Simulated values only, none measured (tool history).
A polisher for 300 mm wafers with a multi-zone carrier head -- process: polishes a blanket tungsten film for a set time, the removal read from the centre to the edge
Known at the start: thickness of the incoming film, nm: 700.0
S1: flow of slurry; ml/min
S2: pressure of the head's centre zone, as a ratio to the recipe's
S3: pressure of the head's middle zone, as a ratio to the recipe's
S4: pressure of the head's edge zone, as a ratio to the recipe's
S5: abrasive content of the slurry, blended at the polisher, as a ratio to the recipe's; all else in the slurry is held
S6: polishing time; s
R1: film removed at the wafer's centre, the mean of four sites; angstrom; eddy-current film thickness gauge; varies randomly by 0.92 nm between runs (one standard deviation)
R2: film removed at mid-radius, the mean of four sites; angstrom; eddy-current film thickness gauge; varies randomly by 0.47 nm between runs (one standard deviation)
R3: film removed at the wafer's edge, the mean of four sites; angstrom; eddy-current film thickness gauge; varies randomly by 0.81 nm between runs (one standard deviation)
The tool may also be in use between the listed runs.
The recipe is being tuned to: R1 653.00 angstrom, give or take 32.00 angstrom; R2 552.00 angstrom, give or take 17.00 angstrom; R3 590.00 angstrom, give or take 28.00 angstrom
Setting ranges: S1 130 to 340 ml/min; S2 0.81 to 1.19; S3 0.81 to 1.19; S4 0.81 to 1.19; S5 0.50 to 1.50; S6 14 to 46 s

run 1 hour=0.0 | S1=220 S2=1.00 S3=1.00 S4=1.00 S5=1.00 S6=30 | R1=1019.50 R2=991.23 R3=999.21
run 2 hour=2.2 | S1=220 S2=1.00 S3=0.99 S4=0.99 S5=0.95 S6=29 | R1=958.80 R2=940.59 R3=938.93
run 3 hour=6.7 | S1=215 S2=1.01 S3=0.97 S4=0.98 S5=0.90 S6=28 | R1=944.66 R2=874.24 R3=900.10
run 4 hour=14.1 | S1=215 S2=1.01 S3=0.97 S4=0.93 S5=0.90 S6=28 | R1=931.74 R2=886.05 R3=880.59
run 5 hour=15.4 | S1=215 S2=1.01 S3=0.96 S4=0.92 S5=0.85 S6=27 | R1=895.86 R2=851.82 R3=860.41
run 6 hour=23.9 | S1=215 S2=1.04 S3=0.96 S4=0.92 S5=0.85 S6=27 | R1=923.98 R2=851.99 R3=853.53
run 7 hour=30.1 | S1=215 S2=1.04 S3=0.95 S4=0.91 S5=0.80 S6=26 | R1=869.40 R2=793.54 R3=802.20
run 8 hour=37.5 | S1=215 S2=1.04 S3=0.94 S4=0.91 S5=0.75 S6=25 | R1=820.05 R2=750.56 R3=764.45
run 9 hour=38.5 | S1=215 S2=1.05 S3=0.93 S4=0.91 S5=0.70 S6=24 | R1=805.48 R2=717.51 R3=731.39
run 10 hour=45.2 | S1=215 S2=1.05 S3=0.92 S4=0.91 S5=0.70 S6=24 | R1=794.72 R2=703.42 R3=737.65
run 11 hour=49.9 | S1=200 S2=1.05 S3=0.86 S4=0.83 S5=0.50 S6=19 | R1=576.55 R2=488.81 R3=519.11
run 12 hour=53.1 | S1=210 S2=1.05 S3=0.86 S4=0.84 S5=0.50 S6=19 | R1=594.12 R2=510.10 R3=519.81
run 13 hour=56.3 | S1=210 S2=1.05 S3=0.86 S4=0.86 S5=0.50 S6=19 | R1=579.70 R2=490.71 R3=509.61
run 14 hour=57.9 | S1=205 S2=1.06 S3=0.87 S4=0.86 S5=0.50 S6=19 | R1=610.39 R2=505.75 R3=523.26
run 15 hour=65.4 | S1=205 S2=1.06 S3=0.87 S4=0.87 S5=0.55 S6=19 | R1=608.86 R2=513.02 R3=524.04

Below are 4 possible settings for the next run. Only one of them brings all results inside the allowed miss of their targets. Which is it?
run A hour=72.9 | S1=215 S2=1.06 S3=0.81 S4=0.84 S5=0.70 S6=19 | R1=? R2=? R3=?
run B hour=72.9 | S1=235 S2=1.15 S3=0.91 S4=0.82 S5=0.55 S6=16 | R1=? R2=? R3=?
run C hour=72.9 | S1=205 S2=0.94 S3=0.93 S4=0.93 S5=0.50 S6=20 | R1=? R2=? R3=?
run D hour=72.9 | S1=185 S2=1.06 S3=0.86 S4=0.86 S5=0.55 S6=21 | R1=? R2=? R3=?

move=A R1=623.00 R2=514.57 R3=557.61
move=B R1=551.12 R2=452.14 R3=447.88
move=C R1=547.12 R2=559.26 R3=577.70
move=D R1=652.12 R2=560.80 R3=591.77
A: better than the last run, though not everything is in spec
B: lands further from the targets than the last run did
C: brings the result that was furthest off to its target, and leaves another outside
D: every result within its allowed miss
Go with D: it meets all targets.
